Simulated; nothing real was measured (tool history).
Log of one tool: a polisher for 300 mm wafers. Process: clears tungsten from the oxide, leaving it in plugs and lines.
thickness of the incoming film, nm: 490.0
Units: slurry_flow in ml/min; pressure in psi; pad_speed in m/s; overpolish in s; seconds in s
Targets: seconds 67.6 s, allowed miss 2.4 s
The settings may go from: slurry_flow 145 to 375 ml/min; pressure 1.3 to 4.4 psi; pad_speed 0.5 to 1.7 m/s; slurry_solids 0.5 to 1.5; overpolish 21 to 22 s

run,hour,slurry_flow,pressure,pad_speed,slurry_solids,overpolish,seconds
1,0,240,2.8,1.1,1,21,113.96
2,5.3,240,2.8,1.1,1,22,113.03
3,14,240,3.1,1.1,1,22,105.45
4,18.5,240,3.1,1.1,1,21,103.49
5,26.7,240,3.4,1.1,1,21,98.51
6,29.5,240,2.9,1.1,1,21,109.03
7,30,240,3.2,1.12,1,21,99.68
8,36.4,240,3.5,1.14,1,21,91.418

5 next moves are on the table. One of them brings every result within its allowed miss. Which?
A,42.8,240,3.9,1.52,0.8,21,?
B,42.8,245,3.1,0.86,0.85,21,?
C,42.8,230,2.7,0.98,0.85,21,?
D,42.8,245,3.7,1.68,1,21,?
E,42.8,195,3,0.82,0.9,21,?

move,seconds
A,67.374
B,137.72
C,136.31
D,58.61
E,148.75
A: meets every target
B: further off than the last run
C: further off than the last run
D: takes the result that was furthest off past its target
E: further off than the last run
Move A is the one to make.
